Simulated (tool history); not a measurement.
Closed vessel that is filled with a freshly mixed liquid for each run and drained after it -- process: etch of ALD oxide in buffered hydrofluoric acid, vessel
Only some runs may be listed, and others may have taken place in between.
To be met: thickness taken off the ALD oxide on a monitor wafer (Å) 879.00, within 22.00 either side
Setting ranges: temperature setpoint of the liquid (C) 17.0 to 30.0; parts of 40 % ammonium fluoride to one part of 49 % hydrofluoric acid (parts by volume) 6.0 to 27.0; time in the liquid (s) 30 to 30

run,day,temperature setpoint of the liquid (C),parts of 40 % ammonium fluoride to one part of 49 % hydrofluoric acid (parts by volume),time in the liquid (s),thickness taken off the ALD oxide on a monitor wafer (Å)
1,0.000,22.0,16.5,30,419.74
2,0.062,23.0,15.5,30,473.93
3,0.433,23.0,15.5,30,477.24
4,0.683,23.0,15.5,30,474.76
5,0.862,23.0,11.5,30,636.37
6,1.154,24.0,11.5,30,668.28
7,1.275,24.5,11.5,30,689.90
8,1.575,25.0,11.5,30,707.27

Which of these 4 next moves meets every target?
A,1.875,28.0,11.5,30,?
B,1.875,24.0,12.5,30,?
C,1.875,23.0,8.5,30,?
D,1.875,20.5,7.0,30,?

move,thickness taken off the ALD oxide on a monitor wafer (Å)
A,837.30
B,622.23
C,832.65
D,894.63
A: closer than the last run, but not yet in spec
B: lands further from the targets than the last run did
C: closer than the last run, but not yet in spec
D: each result inside its tolerance
Correct choice: D, which meets every target
